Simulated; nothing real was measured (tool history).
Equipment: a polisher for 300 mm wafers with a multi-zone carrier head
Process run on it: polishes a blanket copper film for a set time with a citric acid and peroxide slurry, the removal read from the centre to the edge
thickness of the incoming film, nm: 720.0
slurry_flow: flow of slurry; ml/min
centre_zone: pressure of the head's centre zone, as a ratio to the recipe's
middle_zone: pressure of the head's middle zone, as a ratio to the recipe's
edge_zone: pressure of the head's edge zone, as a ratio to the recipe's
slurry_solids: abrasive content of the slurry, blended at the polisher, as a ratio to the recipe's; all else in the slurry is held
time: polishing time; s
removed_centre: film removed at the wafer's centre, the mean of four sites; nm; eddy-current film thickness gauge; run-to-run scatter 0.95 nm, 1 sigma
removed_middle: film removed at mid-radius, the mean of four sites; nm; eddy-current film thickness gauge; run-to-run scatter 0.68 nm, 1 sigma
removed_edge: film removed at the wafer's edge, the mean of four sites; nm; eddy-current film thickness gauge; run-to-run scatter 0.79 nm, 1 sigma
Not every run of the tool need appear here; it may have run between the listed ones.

run,hour,slurry_flow,centre_zone,middle_zone,edge_zone,slurry_solids,time,removed_centre,removed_middle,removed_edge
1,0.0,240,1.00,1.00,1.00,1.00,45,90.895,90.600,87.115
2,2.0,240,1.05,1.00,1.00,1.00,45,96.548,90.067,87.979
3,5.9,260,1.05,1.05,1.03,1.05,45,98.013,96.632,91.462
4,6.6,260,1.05,1.05,1.00,1.05,45,97.834,95.614,89.079
5,10.8,275,1.06,1.08,1.03,1.05,45,99.754,98.973,91.376
6,13.2,275,1.06,1.05,1.03,1.05,45,97.545,96.277,89.874
7,21.4,275,1.07,1.09,1.05,1.10,45,99.877,99.826,92.704
8,22.6,285,1.08,1.11,1.06,1.15,45,102.650,102.620,93.390
9,30.9,290,1.08,1.13,1.08,1.20,45,101.520,105.780,95.045
10,35.5,300,1.09,1.14,1.09,1.20,45,105.280,106.980,95.789
11,41.7,305,1.09,1.15,1.10,1.20,45,105.810,107.080,96.938

What will run 12 give?
12,44.8,310,1.09,1.16,1.11,1.20,45,?,?,?

removed_centre: 105.060 nm
removed_middle: 107.770 nm
removed_edge: 97.286 nm
